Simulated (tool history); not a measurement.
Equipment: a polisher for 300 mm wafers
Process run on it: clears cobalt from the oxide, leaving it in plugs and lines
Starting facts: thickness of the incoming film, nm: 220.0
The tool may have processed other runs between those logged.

run,hour,flow of slurry (ml/min),pressure of the wafer on the pad (psi),speed of the pad under the wafer (m/s),overpolish time after the end point (s),time until the end point was called (s),dishing of a wide line in a test structure (angstrom)
1,0.0,215,1.9,0.96,17,56.899,479.56
2,3.2,215,1.6,0.96,17,66.667,433.68
3,7.3,215,1.5,0.96,18,71.687,406.04
4,12.6,215,1.4,0.96,19,77.343,417.35
5,14.1,215,1.3,0.96,20,80.860,403.42
6,15.4,215,1.3,1.08,20,75.144,440.30

What will run 7 give?
7,21.0,215,1.2,1.08,21,?,?

Run 7 measured time until the end point was called (s) 82.303, dishing of a wide line in a test structure (angstrom) 440.39.
